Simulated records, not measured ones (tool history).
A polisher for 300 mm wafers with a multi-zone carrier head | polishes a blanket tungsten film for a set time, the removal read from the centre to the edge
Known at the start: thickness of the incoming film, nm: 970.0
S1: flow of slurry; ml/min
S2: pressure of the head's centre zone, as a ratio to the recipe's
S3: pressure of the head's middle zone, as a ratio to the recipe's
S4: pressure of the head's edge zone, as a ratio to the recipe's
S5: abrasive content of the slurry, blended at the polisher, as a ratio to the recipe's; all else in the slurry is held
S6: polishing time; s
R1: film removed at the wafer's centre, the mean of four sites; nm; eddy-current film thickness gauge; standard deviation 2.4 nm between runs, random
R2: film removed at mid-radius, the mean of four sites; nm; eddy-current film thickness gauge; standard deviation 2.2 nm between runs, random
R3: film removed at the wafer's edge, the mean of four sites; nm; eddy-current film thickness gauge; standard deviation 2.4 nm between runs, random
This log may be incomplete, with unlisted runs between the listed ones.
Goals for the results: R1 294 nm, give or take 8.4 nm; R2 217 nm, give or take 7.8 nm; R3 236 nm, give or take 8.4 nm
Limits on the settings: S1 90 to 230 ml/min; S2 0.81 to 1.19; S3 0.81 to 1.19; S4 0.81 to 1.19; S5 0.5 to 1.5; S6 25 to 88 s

run 1 hour=0 | S1=150 S2=1 S3=1 S4=1 S5=1 S6=56 | R1=268.82 R2=269.93 R3=268.2
run 2 hour=2.7 | S1=145 S2=1.03 S3=0.97 S4=0.97 S5=0.95 S6=56 | R1=272.04 R2=256.67 R3=259.28
run 3 hour=10.6 | S1=145 S2=1.05 S3=0.94 S4=0.95 S5=0.95 S6=56 | R1=276.94 R2=252.71 R3=256.73
run 4 hour=16.4 | S1=140 S2=1.07 S3=0.92 S4=0.94 S5=0.9 S6=56 | R1=277.54 R2=239.57 R3=251.75
run 5 hour=25.4 | S1=140 S2=1.09 S3=0.91 S4=0.92 S5=0.9 S6=56 | R1=284.01 R2=236.28 R3=252.11
run 6 hour=33.3 | S1=140 S2=1.09 S3=0.91 S4=1 S5=0.9 S6=56 | R1=279.04 R2=234.34 R3=257.28
run 7 hour=39.1 | S1=140 S2=1.11 S3=0.91 S4=0.98 S5=0.85 S6=56 | R1=284.91 R2=233.05 R3=251.73
run 8 hour=39.9 | S1=140 S2=1.12 S3=0.9 S4=0.97 S5=0.8 S6=56 | R1=282.51 R2=227.39 R3=244.65
run 9 hour=40.6 | S1=140 S2=1.13 S3=0.89 S4=0.96 S5=0.8 S6=56 | R1=282.39 R2=221.99 R3=241.19

4 next moves are on the table. One of them brings every result within its allowed miss. Which?
run A hour=41.3 | S1=145 S2=1.06 S3=0.92 S4=0.98 S5=0.8 S6=55 | R1=? R2=? R3=?
run B hour=41.3 | S1=125 S2=1.13 S3=0.97 S4=1.02 S5=1.05 S6=51 | R1=? R2=? R3=?
run C hour=41.3 | S1=130 S2=1.03 S3=0.86 S4=0.97 S5=0.9 S6=56 | R1=? R2=? R3=?
run D hour=41.3 | S1=105 S2=1.19 S3=0.88 S4=0.89 S5=0.9 S6=57 | R1=? R2=? R3=?

move=A R1=264.01 R2=231.75 R3=247.83
move=B R1=269.39 R2=232.56 R3=244.68
move=C R1=261.88 R2=224.58 R3=254.5
move=D R1=291.15 R2=221.45 R3=240.34
A: lands further from the targets than the last run did
B: lands further from the targets than the last run did
C: lands further from the targets than the last run did
D: each result inside its tolerance
Correct choice: D, which meets every target
